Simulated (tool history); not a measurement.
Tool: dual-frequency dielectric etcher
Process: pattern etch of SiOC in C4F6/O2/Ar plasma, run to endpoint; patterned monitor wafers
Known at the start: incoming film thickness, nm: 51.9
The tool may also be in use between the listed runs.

run 1 day=0.000 | bias_power_(kW)=0.462 source_power_(kW)=0.430 | endpoint_time_(s)=16.839
run 2 day=0.354 | bias_power_(kW)=0.498 source_power_(kW)=0.440 | endpoint_time_(s)=16.420
run 3 day=0.462 | bias_power_(kW)=0.530 source_power_(kW)=0.450 | endpoint_time_(s)=15.913
run 4 day=0.800 | bias_power_(kW)=0.547 source_power_(kW)=0.450 | endpoint_time_(s)=15.853
run 5 day=1.171 | bias_power_(kW)=0.479 source_power_(kW)=0.450 | endpoint_time_(s)=16.499
run 6 day=1.221 | bias_power_(kW)=0.479 source_power_(kW)=0.500 | endpoint_time_(s)=16.041
run 7 day=1.288 | bias_power_(kW)=0.499 source_power_(kW)=0.500 | endpoint_time_(s)=15.904

Forecast run 8:
run 8 day=1.500 | bias_power_(kW)=0.516 source_power_(kW)=0.500 | endpoint_time_(s)=?

Run 8 gave endpoint time (s) 15.713.

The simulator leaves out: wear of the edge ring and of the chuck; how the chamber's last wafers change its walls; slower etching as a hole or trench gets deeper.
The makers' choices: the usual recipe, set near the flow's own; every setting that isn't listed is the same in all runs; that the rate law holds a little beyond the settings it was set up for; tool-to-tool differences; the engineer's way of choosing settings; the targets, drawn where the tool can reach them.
